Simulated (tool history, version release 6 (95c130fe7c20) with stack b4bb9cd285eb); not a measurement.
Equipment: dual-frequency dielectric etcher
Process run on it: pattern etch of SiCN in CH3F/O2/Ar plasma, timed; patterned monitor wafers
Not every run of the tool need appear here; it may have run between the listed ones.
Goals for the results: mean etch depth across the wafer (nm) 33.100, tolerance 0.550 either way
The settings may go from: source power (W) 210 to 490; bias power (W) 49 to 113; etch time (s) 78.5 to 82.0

run,hour,source power (W),bias power (W),etch time (s),mean etch depth across the wafer (nm)
1,0.0,350,81,78.5,30.503
2,4.2,370,82,78.5,31.118
3,5.0,390,83,78.5,31.762
4,6.3,400,84,78.5,32.239
5,12.5,410,84,78.5,32.435
6,17.9,380,84,78.5,31.795
7,19.3,390,85,78.5,31.983
8,20.0,400,86,78.5,32.405

Pick the move, out of 4, that brings all results within their allowed miss; only one does.
A,20.7,460,87,79.5,?
B,20.7,430,74,79.5,?
C,20.7,420,90,80.5,?
D,20.7,390,83,82.0,?

move,mean etch depth across the wafer (nm)
A,34.483
B,31.881
C,34.378
D,33.252
A: takes the biggest miss from the last run beyond its target
B: lands further from the targets than the last run did
C: takes the biggest miss from the last run beyond its target
D: hits every target within its allowed miss
The move that meets every target is D.
